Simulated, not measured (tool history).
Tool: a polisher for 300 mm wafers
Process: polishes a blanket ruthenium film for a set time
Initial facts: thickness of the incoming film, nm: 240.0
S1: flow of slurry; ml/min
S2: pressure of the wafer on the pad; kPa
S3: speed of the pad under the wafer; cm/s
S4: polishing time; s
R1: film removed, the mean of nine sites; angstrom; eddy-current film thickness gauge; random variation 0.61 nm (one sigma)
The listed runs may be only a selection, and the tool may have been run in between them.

run 1 hour=0.0 | S1=130 S2=16.5 S3=128 S4=72 | R1=1215.20
run 2 hour=6.7 | S1=130 S2=16.5 S3=128 S4=72 | R1=1186.60
run 3 hour=14.6 | S1=160 S2=16.5 S3=128 S4=72 | R1=1246.30
run 4 hour=21.0 | S1=160 S2=16.5 S3=128 S4=72 | R1=1239.20
run 5 hour=29.3 | S1=145 S2=16.5 S3=128 S4=72 | R1=1229.80
run 6 hour=38.3 | S1=140 S2=15.9 S3=128 S4=72 | R1=1178.90
run 7 hour=42.1 | S1=140 S2=15.2 S3=128 S4=72 | R1=1126.10
run 8 hour=47.3 | S1=140 S2=14.5 S3=128 S4=72 | R1=1074.60
run 9 hour=56.2 | S1=140 S2=13.8 S3=128 S4=72 | R1=1020.20
run 10 hour=58.4 | S1=140 S2=13.1 S3=128 S4=72 | R1=964.45
run 11 hour=63.6 | S1=140 S2=12.4 S3=128 S4=72 | R1=929.01

What does the tool deliver on the next run?
run 12 hour=70.3 | S1=130 S2=11.0 S3=128 S4=72 | R1=?

{"run 12": {"R1": 813.4}}
